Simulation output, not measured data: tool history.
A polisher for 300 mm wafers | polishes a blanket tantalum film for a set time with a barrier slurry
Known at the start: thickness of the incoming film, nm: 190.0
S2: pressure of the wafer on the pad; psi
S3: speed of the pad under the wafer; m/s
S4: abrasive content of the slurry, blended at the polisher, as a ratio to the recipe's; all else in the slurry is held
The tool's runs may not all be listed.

Run 1, hour 0.0: flow of slurry (ml/min) 215, S2 2.2 psi, S3 0.86 m/s, S4 1.0, polishing time (s) 58. Result: film removed (angstrom) 1025.8.
Run 2, hour 8.1: flow of slurry (ml/min) 220, S2 2.4 psi, S3 0.86 m/s, S4 1.0, polishing time (s) 58. Result: film removed (angstrom) 1115.7.
Run 3, hour 12.4: flow of slurry (ml/min) 225, S2 2.5 psi, S3 0.86 m/s, S4 1.0, polishing time (s) 58. Result: film removed (angstrom) 1196.6.
Run 4, hour 17.6: flow of slurry (ml/min) 225, S2 2.5 psi, S3 0.86 m/s, S4 1.0, polishing time (s) 61. Result: film removed (angstrom) 1239.4.
Run 5, hour 24.3: flow of slurry (ml/min) 230, S2 2.6 psi, S3 0.86 m/s, S4 1.0, polishing time (s) 61. Result: film removed (angstrom) 1295.1.
Run 6, hour 25.8: flow of slurry (ml/min) 230, S2 2.2 psi, S3 0.86 m/s, S4 1.0, polishing time (s) 61. Result: film removed (angstrom) 1098.4.

The next listed run, before its measurement:
Run 7, hour 29.2: flow of slurry (ml/min) 235, S2 2.3 psi, S3 0.86 m/s, S4 1.0, polishing time (s) 61. Result: film removed (angstrom) ?.

Run 7 gave film removed (angstrom) 1160.6.
